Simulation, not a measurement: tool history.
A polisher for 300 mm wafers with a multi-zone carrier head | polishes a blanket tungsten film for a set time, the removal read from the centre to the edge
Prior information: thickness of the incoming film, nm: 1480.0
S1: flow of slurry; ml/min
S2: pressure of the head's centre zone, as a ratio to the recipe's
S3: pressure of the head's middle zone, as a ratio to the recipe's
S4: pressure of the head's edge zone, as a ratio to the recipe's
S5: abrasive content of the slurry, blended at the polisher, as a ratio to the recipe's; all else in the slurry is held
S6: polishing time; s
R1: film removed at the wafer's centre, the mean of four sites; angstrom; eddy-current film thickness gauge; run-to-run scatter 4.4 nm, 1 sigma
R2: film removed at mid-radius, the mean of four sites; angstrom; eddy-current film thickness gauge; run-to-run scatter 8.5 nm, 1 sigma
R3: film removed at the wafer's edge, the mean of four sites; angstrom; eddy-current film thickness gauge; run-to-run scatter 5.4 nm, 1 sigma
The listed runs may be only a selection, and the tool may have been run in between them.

run,day,S1,S2,S3,S4,S5,S6,R1,R2,R3
1,0.000,175,1.00,1.00,1.00,1.00,77,6310.3,6013.4,6142.8
2,0.062,155,1.00,1.00,1.00,1.00,77,6233.9,5785.8,5938.9
3,0.117,155,1.00,1.00,1.00,1.00,62,5004.2,4685.7,4820.2
4,0.421,165,1.00,1.00,1.02,1.05,63,5206.3,5014.4,5054.5
5,0.625,165,0.93,1.00,1.02,1.05,63,4858.9,4930.3,5095.4
6,0.946,165,0.93,1.00,1.02,0.95,63,4775.8,4811.4,4913.0
7,1.062,175,0.94,1.00,1.04,1.00,64,5020.2,4954.9,5100.4
8,1.150,155,0.92,1.03,1.14,1.25,86,6663.1,7255.0,7381.7
9,1.525,160,0.92,1.02,1.14,1.25,86,6783.6,7142.2,7480.8
10,1.554,165,0.92,1.02,1.14,1.25,86,6841.8,7012.7,7495.7
11,1.708,180,0.92,1.03,1.15,1.25,86,6970.8,7403.3,7597.0
12,1.829,185,0.92,1.01,1.16,1.25,86,6997.7,7259.6,7631.4

The next listed run, before its measurement:
13,2.108,190,0.92,0.99,1.17,1.25,86,?,?,?

R1: 7004.6 angstrom
R2: 7140.2 angstrom
R3: 7698.1 angstrom
